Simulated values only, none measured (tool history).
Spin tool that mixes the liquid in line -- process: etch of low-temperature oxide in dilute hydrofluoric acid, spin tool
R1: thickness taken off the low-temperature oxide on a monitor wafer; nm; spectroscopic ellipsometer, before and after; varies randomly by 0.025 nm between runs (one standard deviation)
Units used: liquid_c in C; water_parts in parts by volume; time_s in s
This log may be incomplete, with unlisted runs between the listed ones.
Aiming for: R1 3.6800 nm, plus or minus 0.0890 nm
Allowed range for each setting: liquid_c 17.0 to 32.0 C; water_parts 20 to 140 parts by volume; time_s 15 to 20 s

{"run": 1, "day": 0.0, "liquid_c": 24.0, "water_parts": 75, "time_s": 20, "R1": 3.2385}
{"run": 2, "day": 0.229, "liquid_c": 25.0, "water_parts": 75, "time_s": 20, "R1": 3.3415}
{"run": 3, "day": 0.579, "liquid_c": 25.0, "water_parts": 65, "time_s": 20, "R1": 3.9217}
{"run": 4, "day": 0.754, "liquid_c": 24.5, "water_parts": 65, "time_s": 20, "R1": 3.8618}
{"run": 5, "day": 1.067, "liquid_c": 24.5, "water_parts": 65, "time_s": 15, "R1": 2.9002}
{"run": 6, "day": 1.304, "liquid_c": 25.5, "water_parts": 65, "time_s": 15, "R1": 3.0065}
{"run": 7, "day": 1.471, "liquid_c": 25.5, "water_parts": 60, "time_s": 15, "R1": 3.2876}
{"run": 8, "day": 1.671, "liquid_c": 26.5, "water_parts": 60, "time_s": 15, "R1": 3.4272}
{"run": 9, "day": 1.971, "liquid_c": 27.0, "water_parts": 60, "time_s": 15, "R1": 3.453}
{"run": 10, "day": 2.183, "liquid_c": 27.5, "water_parts": 60, "time_s": 15, "R1": 3.5777}

Exactly one of the 4 candidate moves below puts every result within its allowed miss. Which one?
{"run": "A", "day": 2.396, "liquid_c": 28.5, "water_parts": 65, "time_s": 15, "R1": "?"}
{"run": "B", "day": 2.396, "liquid_c": 26.5, "water_parts": 60, "time_s": 15, "R1": "?"}
{"run": "C", "day": 2.396, "liquid_c": 27.0, "water_parts": 60, "time_s": 15, "R1": "?"}
{"run": "D", "day": 2.396, "liquid_c": 28.5, "water_parts": 60, "time_s": 15, "R1": "?"}

move=A R1=3.3854
move=B R1=3.4124
move=C R1=3.4812
move=D R1=3.6942
A: further off than the last run
B: further off than the last run
C: further off than the last run
D: every result within its allowed miss
Go with D: it meets all targets.
